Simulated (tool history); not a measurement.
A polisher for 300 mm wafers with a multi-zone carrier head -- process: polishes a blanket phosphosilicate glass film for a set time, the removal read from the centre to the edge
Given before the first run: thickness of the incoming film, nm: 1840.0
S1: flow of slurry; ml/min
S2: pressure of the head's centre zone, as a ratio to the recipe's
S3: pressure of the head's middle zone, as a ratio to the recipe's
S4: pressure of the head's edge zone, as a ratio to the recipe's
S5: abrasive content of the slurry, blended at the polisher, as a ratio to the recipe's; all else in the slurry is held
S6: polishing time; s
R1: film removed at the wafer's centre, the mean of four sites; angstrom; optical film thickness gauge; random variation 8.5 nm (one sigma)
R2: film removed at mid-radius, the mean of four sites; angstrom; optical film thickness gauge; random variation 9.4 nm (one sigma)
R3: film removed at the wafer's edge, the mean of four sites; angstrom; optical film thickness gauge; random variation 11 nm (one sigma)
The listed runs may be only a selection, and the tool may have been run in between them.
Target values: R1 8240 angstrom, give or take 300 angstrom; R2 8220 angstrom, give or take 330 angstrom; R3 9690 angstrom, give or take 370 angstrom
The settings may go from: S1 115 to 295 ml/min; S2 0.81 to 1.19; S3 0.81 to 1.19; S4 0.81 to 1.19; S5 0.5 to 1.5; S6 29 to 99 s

| run | hour | S1 | S2 | S3 | S4 | S5 | S6 | R1 | R2 | R3 |
|---|---|---|---|---|---|---|---|---|---|---|
| 1 | 0 | 190 | 1 | 1 | 1 | 1 | 64 | 6653.3 | 6770.7 | 6655.1 |
| 2 | 4.2 | 190 | 0.99 | 0.99 | 1.02 | 1.05 | 64 | 6858.5 | 6877.5 | 6955.8 |
| 3 | 9.9 | 190 | 0.99 | 0.99 | 1.05 | 1.05 | 64 | 6883 | 6859.2 | 7066.2 |
| 4 | 16.6 | 190 | 0.98 | 0.99 | 1.07 | 1.1 | 64 | 6969.8 | 7144.4 | 7180.3 |
| 5 | 17.3 | 190 | 0.98 | 1.06 | 1.07 | 1.1 | 64 | 6866.8 | 7623.1 | 7291.5 |
|  | 20.2 | edge zone pressure recalibrated |
| 6 | 20.2 | 190 | 0.98 | 1.06 | 1.07 | 0.95 | 64 | 6206.6 | 6981.9 | 6775 |
| 7 | 23.6 | 180 | 0.9 | 0.96 | 1.17 | 1.2 | 69 | 7117 | 7977.8 | 8901.1 |
| 8 | 26.8 | 185 | 0.9 | 0.95 | 1.17 | 1.2 | 69 | 7199.8 | 7646.2 | 8857 |
| 9 | 29.3 | 185 | 0.9 | 0.95 | 1.17 | 1.2 | 69 | 7298.1 | 7631 | 8705.6 |

Of the 4 settings listed for the next run, only one would bring every result within its allowed miss of target. Which one?
| A | 31.8 | 165 | 0.91 | 0.9 | 1.13 | 1.25 | 71 | ? | ? | ? |
| B | 31.8 | 170 | 0.94 | 1.13 | 1.09 | 1.3 | 69 | ? | ? | ? |
| C | 31.8 | 215 | 0.93 | 0.98 | 1.16 | 1.5 | 67 | ? | ? | ? |
| D | 31.8 | 220 | 0.91 | 0.89 | 1.1 | 1.15 | 78 | ? | ? | ? |

| move | R1 | R2 | R3 |
|---|---|---|---|
| A | 7338.9 | 7524.2 | 9117.4 |
| B | 7572.1 | 9084.6 | 8887.2 |
| C | 8083.2 | 8651.7 | 9762.7 |
| D | 8145.4 | 8226.3 | 9808.8 |
A: about as far from the targets as the last run
B: nearer the targets than the last run, but a result is still out of spec
C: corrects the largest miss of the last run, while another result sits out of spec
D: all results in spec
The move that meets every target is D.
